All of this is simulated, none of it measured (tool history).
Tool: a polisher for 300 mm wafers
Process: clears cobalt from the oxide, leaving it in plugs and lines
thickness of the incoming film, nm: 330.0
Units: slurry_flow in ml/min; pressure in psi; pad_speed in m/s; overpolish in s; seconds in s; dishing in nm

run 1 hour=0.0 | slurry_flow=225 pressure=1.9 pad_speed=0.80 overpolish=23 | seconds=96.134 dishing=40.713
run 2 hour=7.3 | slurry_flow=225 pressure=1.4 pad_speed=0.80 overpolish=23 | seconds=129.510 dishing=34.425
run 3 hour=8.1 | slurry_flow=225 pressure=1.8 pad_speed=0.80 overpolish=22 | seconds=100.590 dishing=38.434
run 4 hour=11.0 | slurry_flow=190 pressure=1.8 pad_speed=0.80 overpolish=22 | seconds=103.270 dishing=38.223
run 5 hour=17.5 | slurry_flow=190 pressure=2.1 pad_speed=0.80 overpolish=21 | seconds=87.984 dishing=39.963
run 6 hour=23.9 | slurry_flow=190 pressure=2.1 pad_speed=0.74 overpolish=21 | seconds=96.961 dishing=39.205
run 7 hour=28.9 | slurry_flow=200 pressure=2.4 pad_speed=0.74 overpolish=20 | seconds=81.572 dishing=39.892
run 8 hour=36.8 | slurry_flow=200 pressure=2.6 pad_speed=0.74 overpolish=21 | seconds=78.244 dishing=41.018
run 9 hour=45.7 | slurry_flow=200 pressure=2.7 pad_speed=0.78 overpolish=22 | seconds=70.286 dishing=44.444

Forecast run 10:
run 10 hour=53.4 | slurry_flow=200 pressure=2.8 pad_speed=0.80 overpolish=22 | seconds=? dishing=?

Run 10 gave seconds 65.491 s, dishing 44.189 nm.
